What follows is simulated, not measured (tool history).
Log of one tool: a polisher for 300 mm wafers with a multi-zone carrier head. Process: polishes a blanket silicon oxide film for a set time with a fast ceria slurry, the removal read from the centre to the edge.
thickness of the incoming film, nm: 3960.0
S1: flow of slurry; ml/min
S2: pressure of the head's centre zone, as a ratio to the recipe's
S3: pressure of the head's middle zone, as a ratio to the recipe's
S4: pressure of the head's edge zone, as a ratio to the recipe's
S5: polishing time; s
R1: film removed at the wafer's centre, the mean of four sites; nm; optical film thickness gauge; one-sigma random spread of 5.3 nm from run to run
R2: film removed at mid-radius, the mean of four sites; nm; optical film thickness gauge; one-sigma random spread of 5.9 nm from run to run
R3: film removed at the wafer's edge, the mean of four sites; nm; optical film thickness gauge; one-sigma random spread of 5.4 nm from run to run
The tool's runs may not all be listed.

run  hour   S1    S2    S3    S4  S5      R1      R2      R3
  1     0  160     1     1     1  30  540.08  535.32  516.15
  2   8.5  165  1.01     1  1.03  31  555.12   551.5  543.55
  3  13.3  165  1.07     1  1.03  31  591.54  549.26  550.25
  4  21.4  170  1.08  1.01  1.06  32  613.15  571.92  567.87
  5  28.2  170  1.08  1.05  1.06  32  620.73   600.1  565.66
  6  29.5  170  1.08  1.08  1.06  32  620.55  607.16  562.64

Run 7 has not been measured yet. What should we expect?
  7  36.9  175  1.08  1.07  1.08  33   ?   ?   ?

{"run 7": {"R1": 645.84, "R2": 627.23, "R3": 600.96}}
